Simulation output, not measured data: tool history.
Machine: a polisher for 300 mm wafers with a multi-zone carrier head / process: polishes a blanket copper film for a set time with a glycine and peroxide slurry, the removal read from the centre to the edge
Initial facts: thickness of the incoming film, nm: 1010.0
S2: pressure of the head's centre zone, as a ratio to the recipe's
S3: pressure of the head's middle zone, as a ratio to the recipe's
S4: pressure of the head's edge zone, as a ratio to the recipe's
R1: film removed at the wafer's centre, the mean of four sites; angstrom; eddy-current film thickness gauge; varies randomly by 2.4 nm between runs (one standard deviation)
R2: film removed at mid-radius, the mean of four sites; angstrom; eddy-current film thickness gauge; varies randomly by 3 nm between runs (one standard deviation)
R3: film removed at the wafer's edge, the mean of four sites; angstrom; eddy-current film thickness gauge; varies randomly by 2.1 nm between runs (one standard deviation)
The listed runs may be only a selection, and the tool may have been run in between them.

run 1 hour=0 | flow_of_slurry_(ml/min)=145 S2=1 S3=1 S4=1 polishing_time_(s)=81 | R1=3248 R2=3244.6 R3=3170.6
run 2 hour=1.4 | flow_of_slurry_(ml/min)=145 S2=1 S3=1 S4=0.97 polishing_time_(s)=77 | R1=3057.2 R2=2960.9 R3=3025.5
run 3 hour=4.4 | flow_of_slurry_(ml/min)=145 S2=1 S3=0.96 S4=0.97 polishing_time_(s)=77 | R1=3051.4 R2=2902.9 R3=2973.2
run 4 hour=8.6 | flow_of_slurry_(ml/min)=130 S2=1 S3=0.96 S4=0.97 polishing_time_(s)=77 | R1=3005.3 R2=2841.8 R3=2993.3
run 5 hour=16.6 | flow_of_slurry_(ml/min)=130 S2=1 S3=0.96 S4=0.97 polishing_time_(s)=67 | R1=2586.6 R2=2468.7 R3=2565.6
run 6 hour=25.2 | flow_of_slurry_(ml/min)=135 S2=1 S3=0.99 S4=0.96 polishing_time_(s)=65 | R1=2570.9 R2=2510.2 R3=2481.5

Run 7 comes next. What will it give?
run 7 hour=34.1 | flow_of_slurry_(ml/min)=105 S2=0.98 S3=1.06 S4=0.86 polishing_time_(s)=63 | R1=? R2=? R3=?

Run 7 gave R1 2268.4 angstrom, R2 2385.1 angstrom, R3 2211.6 angstrom.

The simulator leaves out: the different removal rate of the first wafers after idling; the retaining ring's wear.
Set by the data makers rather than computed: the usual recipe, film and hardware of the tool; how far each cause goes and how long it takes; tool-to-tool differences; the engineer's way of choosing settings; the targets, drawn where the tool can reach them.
